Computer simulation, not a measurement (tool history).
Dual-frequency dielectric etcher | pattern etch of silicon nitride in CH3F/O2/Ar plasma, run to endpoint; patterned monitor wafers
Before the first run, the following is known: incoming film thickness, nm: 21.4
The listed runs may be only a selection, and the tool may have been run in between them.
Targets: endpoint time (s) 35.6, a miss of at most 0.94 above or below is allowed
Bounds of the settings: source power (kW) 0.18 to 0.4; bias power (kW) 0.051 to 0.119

run  hour  source power (kW)  bias power (kW)  endpoint time (s)
  1     0               0.29            0.085             30.601
  2   1.2               0.28            0.083              31.55
  3   2.3               0.28            0.071             33.938
  4   5.2                0.3            0.071             33.078
  5   6.6               0.29             0.07             33.612
  6  13.6               0.29            0.076              32.35
  7  20.8               0.28            0.075             33.133
  8  25.4               0.27            0.075             33.994

Consider the 5 candidate settings below. Which is the only one whose results all fall within their allowed miss of target?
  A    30                0.3            0.072                  ?
  B    30               0.29            0.073                  ?
  C    30               0.23            0.094                  ?
  D    30               0.35            0.061                  ?
  E    30               0.25            0.073                  ?

move  endpoint time (s)
   A             32.616
   B              32.96
   C             32.876
   D             32.797
   E             35.659
A: lands further from the targets than the last run did
B: lands further from the targets than the last run did
C: lands further from the targets than the last run did
D: lands further from the targets than the last run did
E: every result within its allowed miss
Go with E: it meets all targets.
